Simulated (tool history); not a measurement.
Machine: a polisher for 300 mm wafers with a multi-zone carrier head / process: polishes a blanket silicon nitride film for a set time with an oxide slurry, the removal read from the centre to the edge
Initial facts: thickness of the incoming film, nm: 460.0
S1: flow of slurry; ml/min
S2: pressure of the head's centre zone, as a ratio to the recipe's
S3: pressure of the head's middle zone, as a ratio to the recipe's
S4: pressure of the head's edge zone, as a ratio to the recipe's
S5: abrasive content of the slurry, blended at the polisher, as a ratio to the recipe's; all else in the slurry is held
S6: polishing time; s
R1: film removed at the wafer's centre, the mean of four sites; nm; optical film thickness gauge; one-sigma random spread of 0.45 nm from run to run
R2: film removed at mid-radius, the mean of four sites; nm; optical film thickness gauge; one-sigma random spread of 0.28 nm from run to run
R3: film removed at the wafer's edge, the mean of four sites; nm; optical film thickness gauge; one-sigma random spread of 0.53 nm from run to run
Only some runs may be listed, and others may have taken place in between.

run  hour   S1    S2    S3    S4    S5  S6      R1      R2      R3
  1   0.0  155  1.00  1.00  1.00  1.00  56  26.199  25.618  26.451
  2   3.1  120  1.00  1.00  1.00  1.00  56  24.388  25.072  25.670
  3   5.0  120  1.00  1.00  1.06  1.00  56  24.586  24.848  26.349
  4  12.8  135  1.02  1.05  1.09  1.15  57  28.841  29.417  30.189
     20.3  -- worn pad replaced by a new one
  5  20.3  115  1.02  1.05  1.09  1.15  57  30.357  31.287  32.220
  6  25.6  115  1.02  1.05  1.09  1.25  57  31.395  33.148  33.100
  7  27.2  115  1.05  1.08  1.12  1.25  57  32.919  33.485  34.136

Run 8 has not been measured yet. What should we expect?
  8  28.3  115  1.05  1.08  1.12  1.25  57   ?   ?   ?

R1: 32.871 nm
R2: 34.105 nm
R3: 35.085 nm
